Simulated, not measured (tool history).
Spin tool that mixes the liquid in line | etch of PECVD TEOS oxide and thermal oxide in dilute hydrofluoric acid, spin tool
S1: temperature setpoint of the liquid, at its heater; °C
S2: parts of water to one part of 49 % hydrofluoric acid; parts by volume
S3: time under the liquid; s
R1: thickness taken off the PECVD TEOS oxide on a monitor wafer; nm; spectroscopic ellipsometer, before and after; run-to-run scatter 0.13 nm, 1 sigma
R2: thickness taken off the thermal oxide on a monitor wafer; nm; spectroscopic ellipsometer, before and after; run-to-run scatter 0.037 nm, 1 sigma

run,hour,S1,S2,S3,R1,R2
1,0,23,100,180,24.278,8.9957
2,3.7,22,105,180,21.836,8.1928
3,10.6,21.5,110,180,20.935,7.5318
4,16,21.5,125,180,17.607,6.6449
5,24.9,19.5,125,180,16.12,6.0741
6,29.2,19.5,125,120,10.99,4.0793
# hour 33.3: hydrofluoric acid flow meter replaced
7,33.3,20.5,125,120,10.314,3.8065
8,40.1,19.5,100,120,12.827,4.7026

Run 9, settings as shown, results not yet in. Your forecast:
9,46.4,20,100,120,?,?

Run 9 came out at R1 13.152 nm, R2 4.7757 nm.

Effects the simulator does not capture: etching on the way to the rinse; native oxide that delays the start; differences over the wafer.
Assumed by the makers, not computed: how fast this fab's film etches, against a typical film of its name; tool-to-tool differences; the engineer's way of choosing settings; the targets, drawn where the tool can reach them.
